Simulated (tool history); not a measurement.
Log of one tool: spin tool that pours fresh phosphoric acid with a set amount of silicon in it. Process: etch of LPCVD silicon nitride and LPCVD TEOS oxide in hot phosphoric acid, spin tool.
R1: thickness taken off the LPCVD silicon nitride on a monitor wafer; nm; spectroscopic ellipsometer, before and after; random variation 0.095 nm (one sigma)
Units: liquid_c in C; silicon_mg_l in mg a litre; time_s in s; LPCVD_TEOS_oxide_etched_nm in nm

{"run": 1, "day": 0.0, "liquid_c": 159, "silicon_mg_l": 12, "time_s": 180, "R1": 15.676, "LPCVD_TEOS_oxide_etched_nm": 0.40516}
{"run": 2, "day": 0.175, "liquid_c": 159, "silicon_mg_l": 6, "time_s": 180, "R1": 15.751, "LPCVD_TEOS_oxide_etched_nm": 0.41583}
{"run": 3, "day": 0.546, "liquid_c": 159, "silicon_mg_l": 9.5, "time_s": 180, "R1": 15.703, "LPCVD_TEOS_oxide_etched_nm": 0.40327}
{"run": 4, "day": 0.917, "liquid_c": 159, "silicon_mg_l": 9.5, "time_s": 100, "R1": 8.7566, "LPCVD_TEOS_oxide_etched_nm": 0.25141}
{"run": 5, "day": 1.046, "liquid_c": 161, "silicon_mg_l": 9.5, "time_s": 100, "R1": 9.3269, "LPCVD_TEOS_oxide_etched_nm": 0.29843}
{"run": 6, "day": 1.154, "liquid_c": 159.5, "silicon_mg_l": 9.5, "time_s": 100, "R1": 8.8861, "LPCVD_TEOS_oxide_etched_nm": 0.24772}
{"run": 7, "day": 1.467, "liquid_c": 159.5, "silicon_mg_l": 11, "time_s": 115, "R1": 10.207, "LPCVD_TEOS_oxide_etched_nm": 0.26716}
{"run": 8, "day": 1.833, "liquid_c": 160, "silicon_mg_l": 12.5, "time_s": 125, "R1": 11.2, "LPCVD_TEOS_oxide_etched_nm": 0.29715}

The next listed run, before its measurement:
{"day": 1.988, "done": "thermometer replaced"}
{"run": 9, "day": 1.988, "liquid_c": 162.5, "silicon_mg_l": 20, "time_s": 210, "R1": "?", "LPCVD_TEOS_oxide_etched_nm": "?"}

R1: 19.41 nm
LPCVD_TEOS_oxide_etched_nm: 0.48409 nm

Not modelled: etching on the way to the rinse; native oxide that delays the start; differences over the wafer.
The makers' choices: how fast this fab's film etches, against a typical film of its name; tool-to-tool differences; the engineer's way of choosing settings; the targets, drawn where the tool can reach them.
